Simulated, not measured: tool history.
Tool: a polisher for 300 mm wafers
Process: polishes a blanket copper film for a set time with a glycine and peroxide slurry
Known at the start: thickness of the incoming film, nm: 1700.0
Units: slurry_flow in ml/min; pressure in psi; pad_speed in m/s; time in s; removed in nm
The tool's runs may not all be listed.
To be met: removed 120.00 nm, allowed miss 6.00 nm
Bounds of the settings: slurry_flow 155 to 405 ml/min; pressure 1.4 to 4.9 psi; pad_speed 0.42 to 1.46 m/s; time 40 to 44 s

run  hour  slurry_flow  pressure  pad_speed  time  removed
  1   0.0          260       3.1       0.94    44   225.13
  2   4.8          260       3.1       0.94    44   229.40
  3  13.7          260       2.7       0.88    44   198.86
  4  15.1          260       3.0       0.88    44   212.01
  5  23.2          260       3.0       0.78    44   195.11
  6  25.5          205       3.0       0.78    44   183.23
  7  29.3          190       2.1       0.72    44   127.77
  8  32.5          185       2.1       0.72    44   131.48
  9  38.7          185       1.7       0.70    44   110.87
 10  43.5          190       1.7       0.70    44   110.29

5 next moves are on the table. One of them brings every result within its allowed miss. Which?
  A  48.3          225       1.8       0.56    44        ?
  B  48.3          220       2.0       0.76    44        ?
  C  48.3          170       1.6       0.74    44        ?
  D  48.3          170       2.0       0.66    44        ?
  E  48.3          270       1.5       0.72    44        ?

move  removed
   A   103.82
   B   136.61
   C   110.19
   D   118.62
   E   110.91
A: further off than the last run
B: takes the result that was furthest off past its target
C: as far off as the last run
D: meets every target
E: nearer than the last run, and not there yet
Answer: D

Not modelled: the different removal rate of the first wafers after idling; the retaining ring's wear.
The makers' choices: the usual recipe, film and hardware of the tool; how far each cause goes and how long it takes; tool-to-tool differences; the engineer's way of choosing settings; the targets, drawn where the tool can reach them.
